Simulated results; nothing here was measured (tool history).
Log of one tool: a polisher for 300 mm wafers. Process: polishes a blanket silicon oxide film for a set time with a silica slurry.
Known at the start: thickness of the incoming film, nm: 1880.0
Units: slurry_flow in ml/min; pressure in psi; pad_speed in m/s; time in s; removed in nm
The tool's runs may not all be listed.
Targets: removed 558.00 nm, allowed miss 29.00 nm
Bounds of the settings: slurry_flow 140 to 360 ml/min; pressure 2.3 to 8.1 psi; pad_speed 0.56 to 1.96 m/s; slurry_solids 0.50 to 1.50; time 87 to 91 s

run	hour	slurry_flow	pressure	pad_speed	slurry_solids	time	removed
1	0.0	230	5.2	1.26	1.00	87	445.17
2	1.0	230	5.4	1.26	1.00	87	452.94
3	7.7	180	5.4	1.26	1.00	87	433.54
4	8.4	185	5.7	1.26	1.00	87	462.04
5	16.8	190	5.9	1.26	1.00	87	479.02
6	22.3	190	5.9	1.10	1.00	87	423.37
7	29.1	195	6.2	1.10	1.00	87	439.27
8	30.7	195	6.5	1.10	1.00	87	463.26
9	37.6	195	6.7	1.10	1.00	87	471.35
10	41.3	195	6.9	1.10	1.00	87	483.43

5 next moves are on the table. One of them brings every result within its allowed miss. Which?
A	45.0	205	6.1	0.96	1.15	90	?
B	45.0	205	6.3	1.10	0.90	87	?
C	45.0	235	6.5	0.92	1.00	87	?
D	45.0	210	7.2	1.00	1.00	87	?
E	45.0	160	6.4	1.38	0.95	91	?

move	removed
A	425.46
B	435.29
C	407.44
D	469.20
E	544.00
A: further off than the last run
B: further off than the last run
C: further off than the last run
D: further off than the last run
E: meets every target
The right move is E.
